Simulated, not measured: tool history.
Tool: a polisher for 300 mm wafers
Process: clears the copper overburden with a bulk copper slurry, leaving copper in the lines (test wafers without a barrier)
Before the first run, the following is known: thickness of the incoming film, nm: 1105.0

run  hour  flow of slurry (ml/min)  pressure of the wafer on the pad (psi)  speed of the pad under the wafer (cm/s)  abrasive content of the slurry  overpolish time after the end point (s)  time until the end point was called (s)  dishing of a wide line in a test structure (Å)
  1     0                      235                                     2.6                                       88                               1                                       14                                   169.47                                          493.37
  2   2.1                      235                                     2.4                                       88                               1                                       13                                    189.3                                          432.95
  3   6.6                      235                                     2.4                                       96                               1                                       13                                   170.81                                          465.38
  4   8.7                      235                                     2.4                                       96                               1                                        8                                   177.91                                          319.01
  5  10.4                      235                                     2.4                                       96                               1                                        9                                   174.06                                          344.32
  6  11.3                      235                                     2.4                                       96                               1                                        4                                   176.12                                           170.6
  7  20.3                      230                                     2.3                                      100                               1                                        5                                   174.37                                          210.89
  8  24.1                      225                                     2.2                                      102                               1                                        6                                   184.08                                          238.08
  9  27.2                      225                                     2.2                                      102                               1                                        6                                   179.01                                          239.51
 10  27.9                      220                                     2.1                                      104                               1                                        7                                   180.28                                          269.07
 11  35.5                      220                                       2                                      106                               1                                        7                                   186.87                                          255.15
 12  37.2                      215                                       2                                      108                               1                                        8                                   189.26                                          293.17
 13  42.4                      205                                       2                                      110                               1                                        8                                   183.21                                          298.46
 14    47                      200                                       2                                      112                               1                                        8                                   186.28                                          294.83
 15  52.2                      195                                       2                                      114                               1                                        8                                   178.15                                          295.24
 16  54.9                      200                                     1.9                                      116                               1                                        8                                   193.51                                          289.57
 17    61                      200                                     1.9                                      118                               1                                        8                                   186.66                                          302.46
 18  65.9                      200                                     1.9                                      118                               1                                        8                                    187.2                                          291.62

Run 19 has not been measured yet. What should we expect?
 19  73.6                      200                                     1.9                                      120                               1                                        8                                        ?                                               ?

time until the end point was called (s): 173.78
dishing of a wide line in a test structure (Å): 297.51

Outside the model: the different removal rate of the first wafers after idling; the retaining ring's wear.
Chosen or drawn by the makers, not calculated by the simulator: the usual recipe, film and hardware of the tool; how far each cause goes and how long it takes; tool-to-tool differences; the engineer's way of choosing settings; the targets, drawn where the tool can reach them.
